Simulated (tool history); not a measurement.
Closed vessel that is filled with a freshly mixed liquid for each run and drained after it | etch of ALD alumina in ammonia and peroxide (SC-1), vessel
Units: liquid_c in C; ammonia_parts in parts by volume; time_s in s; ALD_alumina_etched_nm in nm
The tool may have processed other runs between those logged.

{"run": 1, "day": 0.0, "liquid_c": 47, "ammonia_parts": 0.4, "time_s": 830, "ALD_alumina_etched_nm": 26.663}
{"run": 2, "day": 0.354, "liquid_c": 47, "ammonia_parts": 0.3, "time_s": 830, "ALD_alumina_etched_nm": 25.465}
{"run": 3, "day": 0.642, "liquid_c": 47, "ammonia_parts": 0.4, "time_s": 830, "ALD_alumina_etched_nm": 26.287}
{"run": 4, "day": 0.958, "liquid_c": 50.5, "ammonia_parts": 0.4, "time_s": 830, "ALD_alumina_etched_nm": 32.563}
{"run": 5, "day": 1.367, "liquid_c": 54.5, "ammonia_parts": 0.4, "time_s": 830, "ALD_alumina_etched_nm": 40.051}
{"day": 1.675, "done": "thermometer replaced"}
{"run": 6, "day": 1.675, "liquid_c": 50.5, "ammonia_parts": 0.4, "time_s": 830, "ALD_alumina_etched_nm": 28.649}

The next listed run, before its measurement:
{"run": 7, "day": 1.758, "liquid_c": 48, "ammonia_parts": 0.4, "time_s": 830, "ALD_alumina_etched_nm": "?"}

Run 7 came out at ALD_alumina_etched_nm 25.17 nm.
